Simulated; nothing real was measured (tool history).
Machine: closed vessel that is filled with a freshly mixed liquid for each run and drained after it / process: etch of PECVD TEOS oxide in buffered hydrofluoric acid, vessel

| run | hour | temperature setpoint of the liquid (C) | parts of 40 % ammonium fluoride to one part of 49 % hydrofluoric acid (parts by volume) | time in the liquid (s) | thickness taken off the PECVD TEOS oxide on a monitor wafer (nm) |
|---|---|---|---|---|---|
| 1 | 0.0 | 24.0 | 17.0 | 90 | 118.130 |
| 2 | 3.0 | 24.0 | 17.0 | 100 | 130.480 |
| 3 | 9.1 | 24.0 | 17.0 | 90 | 118.350 |
| 4 | 15.5 | 26.5 | 17.0 | 90 | 133.440 |
| 5 | 21.0 | 29.5 | 17.0 | 90 | 157.310 |
| 6 | 24.0 | 29.5 | 17.0 | 100 | 175.990 |
| 7 | 31.1 | 25.5 | 18.5 | 100 | 129.140 |
| 8 | 35.0 | 21.5 | 20.5 | 100 | 95.231 |
| 9 | 41.3 | 20.0 | 20.5 | 100 | 87.975 |

Run 10 comes next. What will it give?
| 10 | 50.0 | 19.0 | 20.5 | 100 | ? |

{"run 10": {"thickness taken off the PECVD TEOS oxide on a monitor wafer (nm)": 82.822}}
